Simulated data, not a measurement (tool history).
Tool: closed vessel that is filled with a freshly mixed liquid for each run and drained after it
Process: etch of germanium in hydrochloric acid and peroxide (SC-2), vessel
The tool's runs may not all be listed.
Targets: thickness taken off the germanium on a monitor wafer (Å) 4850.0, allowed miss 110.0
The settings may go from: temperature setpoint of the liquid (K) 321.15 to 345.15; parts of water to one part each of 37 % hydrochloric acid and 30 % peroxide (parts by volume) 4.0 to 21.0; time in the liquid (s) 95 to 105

| run | hour | temperature setpoint of the liquid (K) | parts of water to one part each of 37 % hydrochloric acid and 30 % peroxide (parts by volume) | time in the liquid (s) | thickness taken off the germanium on a monitor wafer (Å) |
|---|---|---|---|---|---|
| 1 | 0.0 | 337.15 | 11.5 | 95 | 4150.8 |
| 2 | 7.6 | 337.15 | 11.5 | 105 | 4595.9 |
| 3 | 16.5 | 337.15 | 11.5 | 105 | 4684.8 |
| 4 | 25.4 | 337.15 | 11.5 | 95 | 4185.9 |
| 5 | 26.4 | 337.15 | 15.0 | 95 | 3978.6 |
| 6 | 31.5 | 338.65 | 15.0 | 95 | 4206.5 |
| 7 | 34.1 | 338.65 | 15.0 | 95 | 4141.9 |
| 8 | 36.0 | 339.65 | 15.0 | 95 | 4245.5 |
| 9 | 44.9 | 340.65 | 15.0 | 95 | 4427.4 |
| 10 | 54.1 | 341.15 | 15.0 | 95 | 4503.1 |
| 11 | 56.0 | 341.65 | 15.0 | 95 | 4533.3 |
| 12 | 62.4 | 342.15 | 15.0 | 95 | 4597.3 |
| 13 | 70.7 | 342.65 | 15.0 | 95 | 4648.5 |

Which of these 4 next moves meets every target?
| A | 79.0 | 340.65 | 10.5 | 105 | ? |
| B | 79.0 | 342.15 | 14.5 | 105 | ? |
| C | 79.0 | 343.65 | 18.5 | 100 | ? |
| D | 79.0 | 344.15 | 17.0 | 105 | ? |

| move | thickness taken off the germanium on a monitor wafer (Å) |
|---|---|
| A | 5096.1 |
| B | 5054.5 |
| C | 4765.7 |
| D | 5166.8 |
A: takes the result that was furthest off past its target
B: takes the result that was furthest off past its target
C: meets every target
D: takes the result that was furthest off past its target
The right move is C.
